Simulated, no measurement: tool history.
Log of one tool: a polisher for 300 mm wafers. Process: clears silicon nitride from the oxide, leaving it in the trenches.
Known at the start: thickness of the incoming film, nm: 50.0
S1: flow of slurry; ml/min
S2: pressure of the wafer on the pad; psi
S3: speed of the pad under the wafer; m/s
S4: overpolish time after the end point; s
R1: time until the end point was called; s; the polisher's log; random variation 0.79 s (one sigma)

| run | hour | S1 | S2 | S3 | S4 | R1 |
|---|---|---|---|---|---|---|
| 1 | 0.0 | 155 | 1.7 | 0.76 | 7 | 90.693 |
| 2 | 5.9 | 155 | 1.7 | 0.68 | 7 | 103.450 |
| 3 | 14.4 | 175 | 1.7 | 0.68 | 7 | 100.410 |
| 4 | 16.0 | 175 | 1.5 | 0.68 | 7 | 110.220 |
| 5 | 21.7 | 140 | 1.5 | 0.68 | 7 | 112.580 |
| 6 | 26.7 | 140 | 1.7 | 0.68 | 7 | 105.210 |
| 7 | 30.2 | 150 | 1.9 | 0.68 | 7 | 96.271 |
| 8 | 31.1 | 155 | 2.0 | 0.68 | 7 | 92.642 |

Run 9 comes next. What will it give?
| 9 | 38.6 | 160 | 2.1 | 0.68 | 7 | ? |

Run 9 gave R1 90.049 s.

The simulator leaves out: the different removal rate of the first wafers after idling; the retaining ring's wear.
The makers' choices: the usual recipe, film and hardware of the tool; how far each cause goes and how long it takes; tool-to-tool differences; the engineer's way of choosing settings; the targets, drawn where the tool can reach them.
